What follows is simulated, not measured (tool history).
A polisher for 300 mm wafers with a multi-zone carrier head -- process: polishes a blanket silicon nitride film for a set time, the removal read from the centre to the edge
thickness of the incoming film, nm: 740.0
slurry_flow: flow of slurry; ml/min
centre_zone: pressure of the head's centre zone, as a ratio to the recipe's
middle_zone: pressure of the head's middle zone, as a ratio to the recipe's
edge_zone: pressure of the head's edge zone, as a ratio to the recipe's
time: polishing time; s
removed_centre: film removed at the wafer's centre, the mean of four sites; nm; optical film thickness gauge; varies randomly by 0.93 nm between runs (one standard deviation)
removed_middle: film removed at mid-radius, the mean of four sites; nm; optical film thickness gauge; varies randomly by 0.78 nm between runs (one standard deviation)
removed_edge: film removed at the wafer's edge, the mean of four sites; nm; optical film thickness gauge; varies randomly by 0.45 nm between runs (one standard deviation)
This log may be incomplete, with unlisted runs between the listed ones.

{"run": 1, "hour": 0.0, "slurry_flow": 210, "centre_zone": 1.0, "middle_zone": 1.0, "edge_zone": 1.0, "time": 59, "removed_centre": 73.287, "removed_middle": 72.705, "removed_edge": 72.781}
{"run": 2, "hour": 8.1, "slurry_flow": 180, "centre_zone": 1.0, "middle_zone": 1.0, "edge_zone": 1.0, "time": 59, "removed_centre": 70.468, "removed_middle": 70.09, "removed_edge": 72.313}
{"run": 3, "hour": 13.8, "slurry_flow": 180, "centre_zone": 1.0, "middle_zone": 1.08, "edge_zone": 1.0, "time": 59, "removed_centre": 70.266, "removed_middle": 73.583, "removed_edge": 72.675}
{"run": 4, "hour": 14.3, "slurry_flow": 200, "centre_zone": 1.0, "middle_zone": 1.08, "edge_zone": 1.0, "time": 59, "removed_centre": 72.08, "removed_middle": 74.606, "removed_edge": 72.532}
{"run": 5, "hour": 17.5, "slurry_flow": 200, "centre_zone": 1.0, "middle_zone": 1.08, "edge_zone": 1.0, "time": 53, "removed_centre": 64.043, "removed_middle": 67.442, "removed_edge": 64.731}
{"run": 6, "hour": 20.6, "slurry_flow": 200, "centre_zone": 1.0, "middle_zone": 1.08, "edge_zone": 1.0, "time": 44, "removed_centre": 52.855, "removed_middle": 55.924, "removed_edge": 53.842}
{"run": 7, "hour": 23.1, "slurry_flow": 260, "centre_zone": 1.1, "middle_zone": 1.18, "edge_zone": 1.1, "time": 56, "removed_centre": 76.839, "removed_middle": 77.388, "removed_edge": 73.776}
{"run": 8, "hour": 31.1, "slurry_flow": 265, "centre_zone": 1.11, "middle_zone": 1.18, "edge_zone": 1.08, "time": 56, "removed_centre": 76.535, "removed_middle": 77.347, "removed_edge": 73.902}

What does the tool deliver on the next run?
{"run": 9, "hour": 35.5, "slurry_flow": 260, "centre_zone": 1.13, "middle_zone": 1.17, "edge_zone": 1.03, "time": 57, "removed_centre": "?", "removed_middle": "?", "removed_edge": "?"}

Run 9 came out at removed_centre 80.990 nm, removed_middle 77.455 nm, removed_edge 72.607 nm.

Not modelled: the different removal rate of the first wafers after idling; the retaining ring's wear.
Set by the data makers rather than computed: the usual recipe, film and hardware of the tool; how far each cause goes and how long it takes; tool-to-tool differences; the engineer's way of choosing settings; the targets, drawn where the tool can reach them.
